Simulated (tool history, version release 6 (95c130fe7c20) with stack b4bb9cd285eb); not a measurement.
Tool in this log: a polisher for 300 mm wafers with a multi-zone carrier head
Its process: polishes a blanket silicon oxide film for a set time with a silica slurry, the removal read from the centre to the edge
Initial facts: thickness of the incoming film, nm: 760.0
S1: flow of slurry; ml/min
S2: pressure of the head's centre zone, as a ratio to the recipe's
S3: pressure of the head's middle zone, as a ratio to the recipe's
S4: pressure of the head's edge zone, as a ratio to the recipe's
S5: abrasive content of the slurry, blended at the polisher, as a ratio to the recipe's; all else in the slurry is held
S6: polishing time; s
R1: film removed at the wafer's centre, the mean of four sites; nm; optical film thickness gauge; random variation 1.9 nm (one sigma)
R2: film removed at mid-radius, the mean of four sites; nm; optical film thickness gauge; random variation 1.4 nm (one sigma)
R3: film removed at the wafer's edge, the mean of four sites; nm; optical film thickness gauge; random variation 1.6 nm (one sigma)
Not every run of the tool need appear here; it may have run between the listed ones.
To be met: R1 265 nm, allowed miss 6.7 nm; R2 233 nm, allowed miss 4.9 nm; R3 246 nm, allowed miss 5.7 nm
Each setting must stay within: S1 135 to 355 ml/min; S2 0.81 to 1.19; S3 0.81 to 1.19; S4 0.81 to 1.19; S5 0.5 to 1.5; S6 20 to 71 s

run  hour   S1    S2    S3    S4    S5  S6      R1      R2      R3
  1     0  225     1     1     1     1  45  181.78  182.62  185.55
  2   8.4  245  1.05  1.02  1.06   1.1  45  201.83  196.59  200.82
  3  13.9  245  1.05  1.02  1.06   1.1  39   176.7  171.47  174.09
  4  15.2  245  1.05  1.02  1.06   1.1  33  149.06  144.63  146.76
  5    17  260  1.08  1.02   1.1  1.25  36  177.18  167.11  173.38
  6  25.7  260  1.08  0.95   1.1  1.25  36  178.58  156.51  174.66
  7  34.2  260  1.08  0.95   1.1  1.25  36  174.83  156.62  175.42
  8  39.4  270  1.11  0.98  1.12  1.35  39  205.66  182.12  195.36
  9  46.6  275  1.12  0.99  1.14   1.4  41  220.89  193.49  212.39
 10  54.5  285  1.13  1.01  1.15  1.45  42  230.34  207.03  221.74
 11  56.8  290  1.15  1.02  1.16  1.45  43  241.93   215.4  229.69

Exactly one of the 5 candidate moves below puts every result within its allowed miss. Which one?
  A  59.1  340  1.16  0.96  1.02  1.4  46   ?   ?   ?
  B  59.1  280  1.08  0.98  1.14  1.3  49   ?   ?   ?
  C  59.1  315  1.14  1.01  1.12  1.4  47   ?   ?   ?
  D  59.1  305   1.1  1.05  1.19  1.4  46   ?   ?   ?
  E  59.1  310  1.17  1.04  1.12  1.5  43   ?   ?   ?

move      R1      R2      R3
   A  261.87  219.14  229.37
   B   246.8  226.28  247.11
   C  260.98  232.03  244.06
   D  245.61  233.98  245.75
   E  251.18  222.98  228.82
A: moves toward the targets from the last run without getting all of them in spec
B: moves toward the targets from the last run without getting all of them in spec
C: all results in spec
D: brings the result that was furthest off to its target, and leaves another outside
E: moves toward the targets from the last run without getting all of them in spec
Answer: C

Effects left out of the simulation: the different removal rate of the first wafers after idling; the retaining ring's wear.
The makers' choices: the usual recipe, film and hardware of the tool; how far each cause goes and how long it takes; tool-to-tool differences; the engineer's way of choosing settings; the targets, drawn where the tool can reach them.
